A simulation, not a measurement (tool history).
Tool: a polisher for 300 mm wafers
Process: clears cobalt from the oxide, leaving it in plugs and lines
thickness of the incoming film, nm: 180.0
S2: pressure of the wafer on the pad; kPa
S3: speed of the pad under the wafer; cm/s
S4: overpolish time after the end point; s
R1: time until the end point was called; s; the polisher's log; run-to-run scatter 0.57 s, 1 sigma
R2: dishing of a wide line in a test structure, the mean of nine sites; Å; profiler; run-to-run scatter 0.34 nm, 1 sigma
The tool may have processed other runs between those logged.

{"run": 1, "hour": 0.0, "flow of slurry (ml/min)": 275, "S2": 14.5, "S3": 92, "S4": 21, "R1": 44.266, "R2": 539.45}
{"run": 2, "hour": 5.0, "flow of slurry (ml/min)": 275, "S2": 17.2, "S3": 92, "S4": 21, "R1": 36.368, "R2": 583.12}
{"run": 3, "hour": 11.4, "flow of slurry (ml/min)": 215, "S2": 17.2, "S3": 92, "S4": 21, "R1": 38.526, "R2": 576.11}
{"run": 4, "hour": 18.4, "flow of slurry (ml/min)": 215, "S2": 17.2, "S3": 76, "S4": 21, "R1": 43.736, "R2": 543.41}
{"run": 5, "hour": 24.7, "flow of slurry (ml/min)": 215, "S2": 17.2, "S3": 76, "S4": 16, "R1": 43.948, "R2": 454.04}
{"run": 6, "hour": 27.8, "flow of slurry (ml/min)": 245, "S2": 17.2, "S3": 74, "S4": 15, "R1": 44.314, "R2": 437.45}
{"run": 7, "hour": 33.2, "flow of slurry (ml/min)": 270, "S2": 17.2, "S3": 72, "S4": 14, "R1": 44.842, "R2": 419.9}
{"run": 8, "hour": 41.9, "flow of slurry (ml/min)": 290, "S2": 17.2, "S3": 70, "S4": 13, "R1": 45.579, "R2": 384.11}
{"run": 9, "hour": 42.7, "flow of slurry (ml/min)": 305, "S2": 17.2, "S3": 70, "S4": 12, "R1": 45.439, "R2": 357.91}

Predict the results of run 10:
{"run": 10, "hour": 47.4, "flow of slurry (ml/min)": 365, "S2": 15.9, "S3": 70, "S4": 6, "R1": "?", "R2": "?"}

{"run 10": {"R1": 47.598, "R2": 196.25}}

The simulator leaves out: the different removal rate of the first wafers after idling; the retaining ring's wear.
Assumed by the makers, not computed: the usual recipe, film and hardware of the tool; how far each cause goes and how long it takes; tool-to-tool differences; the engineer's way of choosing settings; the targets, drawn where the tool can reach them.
